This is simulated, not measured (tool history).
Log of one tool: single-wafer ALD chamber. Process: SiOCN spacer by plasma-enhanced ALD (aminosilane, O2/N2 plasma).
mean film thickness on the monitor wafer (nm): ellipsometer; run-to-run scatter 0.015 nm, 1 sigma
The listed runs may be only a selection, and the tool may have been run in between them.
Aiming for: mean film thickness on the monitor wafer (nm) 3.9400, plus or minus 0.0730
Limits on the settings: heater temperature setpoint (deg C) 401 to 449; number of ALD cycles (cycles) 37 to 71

| run | hour | heater temperature setpoint (deg C) | number of ALD cycles (cycles) | mean film thickness on the monitor wafer (nm) |
|---|---|---|---|---|
| 1 | 0.0 | 425 | 54 | 3.4965 |
| 2 | 5.9 | 425 | 48 | 3.1261 |
| 3 | 14.3 | 418 | 48 | 3.1878 |
| 4 | 20.0 | 418 | 42 | 2.8141 |
| 5 | 29.0 | 417 | 44 | 2.9315 |
| 6 | 31.7 | 416 | 46 | 3.0886 |
| 7 | 32.5 | 415 | 47 | 3.1661 |
| 8 | 37.0 | 414 | 48 | 3.2237 |
| 9 | 44.1 | 413 | 49 | 3.3170 |
| 10 | 51.5 | 403 | 58 | 4.0319 |

Below are 4 possible settings for the next run. Only one of them brings all results inside the allowed miss of their targets. Which is it?
| A | 58.9 | 401 | 59 | ? |
| B | 58.9 | 405 | 59 | ? |
| C | 58.9 | 403 | 60 | ? |
| D | 58.9 | 404 | 57 | ? |

| move | mean film thickness on the monitor wafer (nm) |
|---|---|
| A | 4.1332 |
| B | 4.0890 |
| C | 4.1808 |
| D | 3.9611 |
A: further off than the last run
B: further off than the last run
C: further off than the last run
D: each result inside its tolerance
Go with D: it meets all targets.
